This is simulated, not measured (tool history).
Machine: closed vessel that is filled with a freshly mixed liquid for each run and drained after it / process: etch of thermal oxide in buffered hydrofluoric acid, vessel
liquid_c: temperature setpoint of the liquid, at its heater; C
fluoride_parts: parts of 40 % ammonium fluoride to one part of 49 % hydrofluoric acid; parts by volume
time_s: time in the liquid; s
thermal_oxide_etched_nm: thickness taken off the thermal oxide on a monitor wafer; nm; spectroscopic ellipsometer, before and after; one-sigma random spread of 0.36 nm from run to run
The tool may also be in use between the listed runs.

run    day  liquid_c  fluoride_parts  time_s  thermal_oxide_etched_nm
  1      0        21            19.5      85                   47.451
  2  0.262        21              22      85                   43.508
  3  0.496      24.5              22      85                   52.641
  4  0.858      24.5            27.5      85                   45.182
  5  1.083      25.5            27.5      85                   47.773
  6  1.254      26.5            27.5      85                   50.413

For run 7, what comes out?
  7  1.475        27            27.5      85                        ?

For run 7 the tool returned thermal_oxide_etched_nm 51.568 nm.

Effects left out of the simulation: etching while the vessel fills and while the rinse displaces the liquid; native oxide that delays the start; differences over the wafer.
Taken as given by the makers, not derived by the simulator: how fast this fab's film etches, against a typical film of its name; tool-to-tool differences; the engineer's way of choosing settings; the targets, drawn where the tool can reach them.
